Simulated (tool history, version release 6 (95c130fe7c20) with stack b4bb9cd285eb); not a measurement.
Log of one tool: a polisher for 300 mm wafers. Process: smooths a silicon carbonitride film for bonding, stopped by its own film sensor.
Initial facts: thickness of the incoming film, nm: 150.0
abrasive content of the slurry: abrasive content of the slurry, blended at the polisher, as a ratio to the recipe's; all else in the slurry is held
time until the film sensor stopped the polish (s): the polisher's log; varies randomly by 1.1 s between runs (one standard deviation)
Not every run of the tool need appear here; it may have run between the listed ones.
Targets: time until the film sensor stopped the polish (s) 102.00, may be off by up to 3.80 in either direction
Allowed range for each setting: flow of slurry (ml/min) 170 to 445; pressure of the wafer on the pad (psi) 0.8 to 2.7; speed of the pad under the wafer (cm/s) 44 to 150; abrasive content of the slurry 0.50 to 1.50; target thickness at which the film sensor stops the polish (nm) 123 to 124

run    day  flow of slurry (ml/min)  pressure of the wafer on the pad (psi)  speed of the pad under the wafer (cm/s)  abrasive content of the slurry  target thickness at which the film sensor stops the polish (nm)  time until the film sensor stopped the polish (s)
  1  0.000                      285                                     1.7                                       96                            1.00                                                              124                                             145.62
  2  0.154                      285                                     1.8                                       96                            1.00                                                              124                                             139.42
  3  0.283                      285                                     1.9                                       96                            1.00                                                              124                                             134.07
  4  0.362                      285                                     1.9                                       74                            1.00                                                              124                                             157.11
  5  0.712                      285                                     1.9                                       56                            1.00                                                              124                                             184.33
  6  0.954                      285                                     2.0                                       58                            1.00                                                              124                                             175.86
  7  1.033                      290                                     2.5                                       86                            1.05                                                              124                                             111.47
  8  1.079                      290                                     2.6                                       86                            1.05                                                              124                                             106.93

Exactly one of the 4 candidate moves below puts every result within its allowed miss. Which one?
  A  1.125                      290                                     2.5                                       90                            1.05                                                              123                                                  ?
  B  1.125                      335                                     2.4                                       98                            1.20                                                              123                                                  ?
  C  1.125                      325                                     2.6                                       90                            0.95                                                              123                                                  ?
  D  1.125                      330                                     2.7                                       76                            1.05                                                              124                                                  ?

move  time until the film sensor stopped the polish (s)
   A                                             112.98
   B                                             102.68
   C                                             113.70
   D                                             111.90
A: further off than the last run
B: every result within its allowed miss
C: further off than the last run
D: further off than the last run
Go with B: it meets all targets.

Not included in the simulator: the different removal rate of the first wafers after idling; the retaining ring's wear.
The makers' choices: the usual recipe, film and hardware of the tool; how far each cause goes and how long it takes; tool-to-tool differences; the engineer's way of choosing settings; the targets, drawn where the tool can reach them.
